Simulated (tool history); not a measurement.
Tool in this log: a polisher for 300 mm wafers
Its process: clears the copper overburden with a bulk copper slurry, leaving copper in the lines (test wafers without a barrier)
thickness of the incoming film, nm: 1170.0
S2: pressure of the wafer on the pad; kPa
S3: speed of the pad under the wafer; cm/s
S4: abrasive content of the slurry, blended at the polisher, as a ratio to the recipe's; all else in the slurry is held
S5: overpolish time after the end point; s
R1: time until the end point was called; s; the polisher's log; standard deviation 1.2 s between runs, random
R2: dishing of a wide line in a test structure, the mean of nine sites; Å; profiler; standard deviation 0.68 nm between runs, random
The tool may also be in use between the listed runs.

Run 1, hour 0.0: flow of slurry (ml/min) 215, S2 22.8 kPa, S3 142 cm/s, S4 1.0, S5 20 s. Result: R1 95.391 s, R2 1203.80 Å.
Run 2, hour 5.5: flow of slurry (ml/min) 215, S2 20.7 kPa, S3 148 cm/s, S4 1.0, S5 17 s. Result: R1 102.330 s, R2 1030.30 Å.
Run 3, hour 9.1: flow of slurry (ml/min) 240, S2 20.7 kPa, S3 148 cm/s, S4 1.0, S5 17 s. Result: R1 98.438 s, R2 1050.80 Å.
Run 4, hour 15.9: flow of slurry (ml/min) 200, S2 20.7 kPa, S3 148 cm/s, S4 1.0, S5 17 s. Result: R1 98.602 s, R2 1021.40 Å.
Run 5, hour 17.4: flow of slurry (ml/min) 185, S2 18.6 kPa, S3 154 cm/s, S4 0.9, S5 15 s. Result: R1 106.730 s, R2 920.13 Å.
Run 6, hour 19.3: flow of slurry (ml/min) 175, S2 17.2 kPa, S3 156 cm/s, S4 1.0, S5 13 s. Result: R1 110.390 s, R2 793.75 Å.

Estimate the outcome of run 7 from the log above:
Run 7, hour 21.0: flow of slurry (ml/min) 165, S2 15.9 kPa, S3 158 cm/s, S4 1.1, S5 12 s. Result: R1 ?, R2 ?.

{"run 7": {"R1": 116.35, "R2": 736.35}}

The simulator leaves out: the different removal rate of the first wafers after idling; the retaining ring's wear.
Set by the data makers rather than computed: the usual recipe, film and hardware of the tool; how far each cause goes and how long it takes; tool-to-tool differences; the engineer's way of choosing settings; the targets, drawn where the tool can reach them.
